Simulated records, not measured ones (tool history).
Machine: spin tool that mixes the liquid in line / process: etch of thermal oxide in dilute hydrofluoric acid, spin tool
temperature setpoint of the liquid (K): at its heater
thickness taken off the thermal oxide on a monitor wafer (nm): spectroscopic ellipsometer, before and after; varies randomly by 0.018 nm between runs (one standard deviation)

run	hour	temperature setpoint of the liquid (K)	parts of water to one part of 49 % hydrofluoric acid (parts by volume)	time under the liquid (s)	thickness taken off the thermal oxide on a monitor wafer (nm)
1	0.0	294.15	175	40	0.85329
2	5.8	292.65	175	40	0.80095
3	10.4	292.65	175	40	0.79588
4	18.5	292.65	145	40	0.99465
5	21.8	295.15	115	40	1.45830
6	27.0	295.15	115	20	0.72478
7	28.4	299.15	45	40	4.69710
8	37.0	296.15	45	40	4.18430

Run 9 has not been measured yet. What should we expect?
9	41.4	294.65	50	40	?

Run 9 gave thickness taken off the thermal oxide on a monitor wafer (nm) 3.50560.
